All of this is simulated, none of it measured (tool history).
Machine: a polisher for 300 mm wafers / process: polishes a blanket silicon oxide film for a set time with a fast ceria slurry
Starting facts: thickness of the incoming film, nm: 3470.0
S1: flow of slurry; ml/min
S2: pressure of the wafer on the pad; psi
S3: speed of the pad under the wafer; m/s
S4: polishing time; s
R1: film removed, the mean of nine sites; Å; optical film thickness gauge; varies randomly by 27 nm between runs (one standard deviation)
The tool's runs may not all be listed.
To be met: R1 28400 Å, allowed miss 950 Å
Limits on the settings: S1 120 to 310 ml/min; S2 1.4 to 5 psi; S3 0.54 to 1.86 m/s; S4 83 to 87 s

run    day   S1   S2    S3  S4     R1
  1      0  200  3.2  1.18  83  14973
  2  0.179  230  3.2  1.18  83  15390
  3  0.446  230  3.2  1.18  83  15282
  4  0.667  230  3.5  1.18  83  16679
  5  0.875  230  3.7   1.2  83  18111
  6  0.929  230  3.7  0.96  83  15181
  7      1  230  3.9     1  83  16111
  8  1.092  235  4.1  1.04  83  17817
  9  1.242  245    5  1.28  83  25608
 10  1.425  245    5   1.3  83  26026
 11  1.625  245    5  1.32  83  25984
 12  1.962  245    5  1.34  83  26996
 13  2.267  245    5  1.38  83  27053

Exactly one of the 5 candidate moves below puts every result within its allowed miss. Which one?
  A  2.571  240  4.6  1.48  83   ?
  B  2.571  220    5  1.34  83   ?
  C  2.571  230    5  1.38  86   ?
  D  2.571  295  4.7  1.24  87   ?
  E  2.571  245    5  1.26  84   ?

move     R1
   A  26866
   B  26608
   C  28363
   D  25139
   E  25781
A: the biggest miss grows against the last run
B: the biggest miss grows against the last run
C: meets every target
D: the biggest miss grows against the last run
E: the biggest miss grows against the last run
So the answer is move C, the one that meets all the targets.
